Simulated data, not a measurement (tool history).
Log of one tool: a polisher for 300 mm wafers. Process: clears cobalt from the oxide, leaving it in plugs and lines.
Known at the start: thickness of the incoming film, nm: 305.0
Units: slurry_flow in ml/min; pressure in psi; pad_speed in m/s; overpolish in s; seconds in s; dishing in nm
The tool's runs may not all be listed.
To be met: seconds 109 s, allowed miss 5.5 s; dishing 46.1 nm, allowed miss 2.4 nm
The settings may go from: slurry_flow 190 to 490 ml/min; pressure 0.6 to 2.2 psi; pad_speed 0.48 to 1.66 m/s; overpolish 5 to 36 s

| run | hour | slurry_flow | pressure | pad_speed | overpolish | seconds | dishing |
|---|---|---|---|---|---|---|---|
| 1 | 0 | 315 | 1.4 | 1.06 | 18 | 100.06 | 35.812 |
| 2 | 8.6 | 315 | 1.4 | 0.94 | 18 | 112.02 | 32.876 |
| 3 | 12.5 | 315 | 1.4 | 0.94 | 23 | 114.88 | 38.716 |
| 4 | 20.2 | 315 | 1.4 | 0.94 | 24 | 114.13 | 38.907 |
| 5 | 25.6 | 315 | 1.4 | 0.94 | 16 | 112.14 | 31.284 |
| 6 | 31.2 | 315 | 1.4 | 0.94 | 18 | 112.22 | 32.577 |
| 7 | 35.4 | 315 | 1.4 | 0.94 | 19 | 116.28 | 34.984 |
| 8 | 39.1 | 315 | 1.4 | 0.94 | 20 | 112.37 | 35.408 |
| 9 | 43.9 | 315 | 1.4 | 0.94 | 21 | 113.53 | 36.609 |
| 10 | 51.3 | 315 | 1.4 | 0.94 | 22 | 113.22 | 37.62 |
| 11 | 59.7 | 315 | 1.4 | 0.94 | 23 | 112.94 | 38.841 |

Which of these 5 next moves meets every target?
| A | 68.1 | 305 | 1.3 | 0.9 | 34 | ? | ? |
| B | 68.1 | 265 | 1.6 | 0.9 | 14 | ? | ? |
| C | 68.1 | 285 | 1.6 | 0.9 | 26 | ? | ? |
| D | 68.1 | 315 | 1.4 | 0.96 | 30 | ? | ? |
| E | 68.1 | 330 | 1.3 | 0.92 | 33 | ? | ? |

| move | seconds | dishing |
|---|---|---|
| A | 125.81 | 45.684 |
| B | 108.32 | 28.877 |
| C | 107.21 | 43.118 |
| D | 110.93 | 45.631 |
| E | 122 | 45.691 |
A: brings the result that was furthest off to its target, and leaves another outside
B: further off than the last run
C: nearer than the last run, and not there yet
D: meets every target
E: brings the result that was furthest off to its target, and leaves another outside
Move D is the one to make.
